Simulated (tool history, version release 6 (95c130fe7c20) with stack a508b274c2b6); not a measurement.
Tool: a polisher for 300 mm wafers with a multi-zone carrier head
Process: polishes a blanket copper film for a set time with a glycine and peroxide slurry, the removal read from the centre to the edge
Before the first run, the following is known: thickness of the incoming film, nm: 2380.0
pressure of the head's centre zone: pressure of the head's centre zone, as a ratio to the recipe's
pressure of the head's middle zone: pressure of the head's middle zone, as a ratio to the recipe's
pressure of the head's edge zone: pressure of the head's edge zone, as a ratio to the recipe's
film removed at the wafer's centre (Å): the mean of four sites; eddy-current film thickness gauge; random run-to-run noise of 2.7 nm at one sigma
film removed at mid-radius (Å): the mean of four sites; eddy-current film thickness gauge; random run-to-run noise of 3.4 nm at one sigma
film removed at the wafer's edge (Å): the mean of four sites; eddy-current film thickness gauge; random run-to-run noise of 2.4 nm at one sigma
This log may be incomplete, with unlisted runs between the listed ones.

run,hour,flow of slurry (ml/min),pressure of the head's centre zone,pressure of the head's middle zone,pressure of the head's edge zone,polishing time (s),film removed at the wafer's centre (Å),film removed at mid-radius (Å),film removed at the wafer's edge (Å)
1,0,195,1,1,1,56,3293.6,3226.2,3219.3
2,5.7,195,1,1,1,70,4106.4,4092.7,3930.2
3,13.5,195,1,1.01,0.98,68,3968.6,4011.7,3780.4
4,21.8,195,0.97,1.01,0.98,68,3843.9,4052.8,3849.5
5,25.1,195,0.97,1.01,0.94,68,3822.1,3987.7,3695.4
6,30.5,195,0.98,1.01,0.93,66,3840.2,3851.9,3647

Expected results for the next run?
7,37,195,0.98,1.03,0.92,64,?,?,?

Run 7 gave film removed at the wafer's centre (Å) 3687.4, film removed at mid-radius (Å) 3913.4, film removed at the wafer's edge (Å) 3448.4.
